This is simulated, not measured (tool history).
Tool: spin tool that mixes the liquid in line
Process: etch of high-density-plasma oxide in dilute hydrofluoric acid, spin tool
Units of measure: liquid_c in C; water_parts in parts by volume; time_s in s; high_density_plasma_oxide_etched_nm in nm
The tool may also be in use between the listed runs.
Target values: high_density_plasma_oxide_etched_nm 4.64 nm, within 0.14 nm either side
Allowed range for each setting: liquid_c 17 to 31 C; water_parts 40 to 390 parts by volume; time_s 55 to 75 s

run,hour,liquid_c,water_parts,time_s,high_density_plasma_oxide_etched_nm
1,0,23,215,75,2.3456
2,6.2,20.5,215,75,2.1129
3,13.6,23,195,75,2.6403
4,15.7,23,255,75,1.9106
5,19.8,25,225,75,2.3902
6,24.2,25,155,75,3.7796
7,31.8,26,155,75,3.9174
8,38,27,155,75,4.0524
9,43.5,28,155,75,4.21

Below are 4 possible settings for the next run. Only one of them brings all results inside the allowed miss of their targets. Which is it?
A,49,26,160,75,?
B,49,27.5,140,75,?
C,49,25.5,120,55,?
D,49,28.5,165,75,?

move,high_density_plasma_oxide_etched_nm
A,3.7716
B,4.67
C,3.7977
D,3.9839
A: its largest miss is bigger than the last run's
B: every result lands within tolerance
C: its largest miss is bigger than the last run's
D: its largest miss is bigger than the last run's
B is the move that brings every result within its allowed miss.
